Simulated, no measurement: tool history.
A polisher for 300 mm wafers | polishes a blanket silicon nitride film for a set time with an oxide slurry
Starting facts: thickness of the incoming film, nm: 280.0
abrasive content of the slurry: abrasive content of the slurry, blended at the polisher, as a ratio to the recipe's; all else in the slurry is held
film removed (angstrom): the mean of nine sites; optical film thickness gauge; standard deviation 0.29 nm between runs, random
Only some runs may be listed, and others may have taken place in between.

| run | hour | flow of slurry (ml/min) | pressure of the wafer on the pad (psi) | speed of the pad under the wafer (cm/s) | abrasive content of the slurry | polishing time (s) | film removed (angstrom) |
|---|---|---|---|---|---|---|---|
| 1 | 0 | 245 | 3.5 | 98 | 1 | 34 | 219.11 |
| 2 | 4.3 | 245 | 3.6 | 98 | 1 | 34 | 227.57 |
| 3 | 5.1 | 280 | 3.6 | 98 | 1 | 34 | 229.41 |
| 4 | 12.5 | 280 | 3.6 | 98 | 0.85 | 34 | 208.28 |
| 5 | 14.2 | 280 | 3.7 | 98 | 0.85 | 34 | 216.73 |
| 6 | 16.6 | 280 | 3.7 | 98 | 0.85 | 34 | 210.53 |
| 7 | 22.5 | 280 | 3.9 | 98 | 0.85 | 34 | 226.45 |

Run 8, settings as shown, results not yet in. Your forecast:
| 8 | 24.2 | 280 | 3.9 | 98 | 0.85 | 34 | ? |

Run 8 gave film removed (angstrom) 224.42.
